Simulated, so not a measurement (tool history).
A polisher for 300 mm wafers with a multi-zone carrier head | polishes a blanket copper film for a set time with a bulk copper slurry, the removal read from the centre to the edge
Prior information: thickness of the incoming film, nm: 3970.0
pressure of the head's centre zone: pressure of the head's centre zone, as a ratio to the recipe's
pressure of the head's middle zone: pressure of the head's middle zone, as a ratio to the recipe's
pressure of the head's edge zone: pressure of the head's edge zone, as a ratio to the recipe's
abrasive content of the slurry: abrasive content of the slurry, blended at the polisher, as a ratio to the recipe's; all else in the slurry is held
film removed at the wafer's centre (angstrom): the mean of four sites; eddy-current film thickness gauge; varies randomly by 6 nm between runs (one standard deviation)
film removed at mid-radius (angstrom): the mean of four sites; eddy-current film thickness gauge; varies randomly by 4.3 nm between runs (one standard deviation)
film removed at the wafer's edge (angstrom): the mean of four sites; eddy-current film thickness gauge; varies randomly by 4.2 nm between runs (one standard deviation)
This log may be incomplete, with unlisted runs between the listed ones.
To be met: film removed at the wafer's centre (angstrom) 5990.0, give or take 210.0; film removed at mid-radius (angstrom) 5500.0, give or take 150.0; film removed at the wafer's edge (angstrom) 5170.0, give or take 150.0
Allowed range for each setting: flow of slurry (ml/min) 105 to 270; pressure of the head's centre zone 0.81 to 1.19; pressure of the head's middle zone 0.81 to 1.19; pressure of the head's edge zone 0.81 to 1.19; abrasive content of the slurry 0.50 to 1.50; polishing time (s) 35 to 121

run  hour  flow of slurry (ml/min)  pressure of the head's centre zone  pressure of the head's middle zone  pressure of the head's edge zone  abrasive content of the slurry  polishing time (s)  film removed at the wafer's centre (angstrom)  film removed at mid-radius (angstrom)  film removed at the wafer's edge (angstrom)
  1   0.0                      175                                1.00                                1.00                              1.00                            1.00                  78                                         9423.4                                 9574.4                                       9878.3
  2   2.0                      175                                1.03                                1.00                              0.95                            0.85                  68                                         8193.7                                 8003.0                                       8122.6
  3   4.5                      175                                1.11                                1.00                              0.95                            0.85                  68                                         8455.3                                 7988.1                                       8034.6
  4  11.1                      205                                1.11                                1.00                              0.95                            0.85                  68                                         8372.6                                 8298.8                                       8114.4
  5  13.8                      205                                1.11                                0.97                              0.95                            0.85                  68                                         8554.9                                 8142.6                                       8237.9
  6  19.7                      245                                1.11                                0.97                              0.95                            0.85                  68                                         8876.3                                 8216.3                                       8373.0
  7  22.1                      235                                1.13                                0.97                              0.91                            0.75                  62                                         7888.4                                 7130.8                                       7171.9
  8  26.5                      225                                1.12                                0.99                              0.88                            0.70                  59                                         7229.7                                 6876.8                                       6594.2
  9  34.1                      215                                1.13                                0.99                              0.86                            0.65                  57                                         6901.4                                 6410.8                                       6122.9
 10  42.7                      200                                1.13                                0.99                              0.85                            0.60                  56                                         6507.4                                 6145.6                                       5904.9
 11  48.1                      175                                1.19                                1.01                              0.81                            0.50                  49                                         5566.6                                 5147.2                                       4871.2
 12  51.9                      185                                1.19                                1.01                              0.82                            0.50                  49                                         5609.1                                 5110.4                                       4840.9
 13  53.1                      200                                1.18                                1.01                              0.83                            0.50                  49                                         5596.8                                 5250.7                                       4959.0
 14  61.6                      210                                1.18                                1.01                              0.83                            0.50                  49                                         5675.9                                 5303.1                                       4930.3
 15  68.1                      215                                1.18                                1.01                              0.84                            0.50                  49                                         5714.4                                 5273.5                                       4908.6
 16  74.6                      220                                1.17                                1.01                              0.84                            0.50                  49                                         5696.2                                 5273.6                                       5001.2
 17  76.5                      225                                1.17                                1.01                              0.84                            0.50                  49                                         5656.6                                 5322.6                                       4905.0

Exactly one of the 4 candidate moves below puts every result within its allowed miss. Which one?
  A  78.4                      200                                1.04                                0.98                              0.97                            0.50                  52                                              ?                                      ?                                            ?
  B  78.4                      210                                1.12                                0.98                              0.92                            0.50                  50                                              ?                                      ?                                            ?
  C  78.4                      220                                1.19                                1.02                              0.85                            0.50                  51                                              ?                                      ?                                            ?
  D  78.4                      180                                1.03                                0.99                              0.97                            0.50                  53                                              ?                                      ?                                            ?

move  film removed at the wafer's centre (angstrom)  film removed at mid-radius (angstrom)  film removed at the wafer's edge (angstrom)
   A                                         5492.7                                 5483.9                                       5583.7
   B                                         5543.5                                 5302.1                                       5264.4
   C                                         5894.0                                 5571.0                                       5205.7
   D                                         5489.8                                 5552.9                                       5637.3
A: the result that was furthest off in the last run now lies on the other side of its target
B: gets the furthest-off result to its target, but another result is out of tolerance
C: every result lands within tolerance
D: the result that was furthest off in the last run now lies on the other side of its target
C meets every target.

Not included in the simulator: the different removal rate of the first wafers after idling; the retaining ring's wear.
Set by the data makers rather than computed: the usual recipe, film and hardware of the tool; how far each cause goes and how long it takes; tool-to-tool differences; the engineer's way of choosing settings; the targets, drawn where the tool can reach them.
